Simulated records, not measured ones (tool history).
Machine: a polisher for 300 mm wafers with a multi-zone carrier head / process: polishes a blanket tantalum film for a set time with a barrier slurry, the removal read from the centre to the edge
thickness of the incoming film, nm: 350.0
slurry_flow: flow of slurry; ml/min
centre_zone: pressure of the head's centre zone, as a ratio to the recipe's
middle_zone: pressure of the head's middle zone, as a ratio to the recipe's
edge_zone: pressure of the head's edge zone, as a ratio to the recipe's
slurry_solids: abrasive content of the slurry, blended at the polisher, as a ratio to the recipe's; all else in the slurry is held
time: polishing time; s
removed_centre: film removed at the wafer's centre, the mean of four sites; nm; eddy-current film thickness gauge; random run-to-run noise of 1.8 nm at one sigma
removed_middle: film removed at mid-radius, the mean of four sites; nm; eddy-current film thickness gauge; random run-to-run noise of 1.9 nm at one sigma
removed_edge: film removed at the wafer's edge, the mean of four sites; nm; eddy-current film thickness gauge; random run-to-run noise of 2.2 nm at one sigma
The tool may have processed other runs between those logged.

run,hour,slurry_flow,centre_zone,middle_zone,edge_zone,slurry_solids,time,removed_centre,removed_middle,removed_edge
1,0,235,1,1,1,1,86,92.924,95.604,91.834
2,0.7,235,1,0.95,1,1,86,92.586,91.408,93.102
3,3.5,235,1.03,0.95,1,1,86,96.166,92.86,91.572
4,12.3,235,1.04,0.94,1.01,1.05,89,101.26,93.56,94.701
5,18,235,1.09,0.94,1.01,1.05,89,107.65,96.322,96.267
6,23.4,235,1.09,0.94,1.03,1.1,93,113.17,101.84,104.96
7,26.9,270,1.19,1.01,1.08,1.35,109,152.17,134.4,132.72
8,33.5,270,1.19,1.01,1.09,1.35,110,154.03,134.57,138.28

Forecast run 9:
9,39.6,270,1.19,1,1.09,1.4,112,?,?,?

removed_centre: 159.42 nm
removed_middle: 136.56 nm
removed_edge: 140.77 nm
